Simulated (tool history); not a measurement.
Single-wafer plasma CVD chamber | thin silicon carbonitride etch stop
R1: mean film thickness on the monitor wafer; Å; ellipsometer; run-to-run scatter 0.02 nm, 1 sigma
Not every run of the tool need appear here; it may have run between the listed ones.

Run 1, hour 0.0: RF power (kW) 0.155, deposition time (s) 19.3. Result: R1 95.081 Å.
Run 2, hour 8.2: RF power (kW) 0.145, deposition time (s) 17.4. Result: R1 83.028 Å.
Run 3, hour 10.9: RF power (kW) 0.165, deposition time (s) 17.4. Result: R1 87.979 Å.
Run 4, hour 14.9: RF power (kW) 0.165, deposition time (s) 20.0. Result: R1 101.340 Å.
Run 5, hour 16.5: RF power (kW) 0.150, deposition time (s) 18.2. Result: R1 88.267 Å.
Run 6, hour 23.2: RF power (kW) 0.130, deposition time (s) 18.2. Result: R1 82.769 Å.
Run 7, hour 30.7: RF power (kW) 0.125, deposition time (s) 17.2. Result: R1 76.524 Å.

The next listed run, before its measurement:
Run 8, hour 39.2: RF power (kW) 0.120, deposition time (s) 16.6. Result: R1 ?.

{"run 8": {"R1": 72.078}}
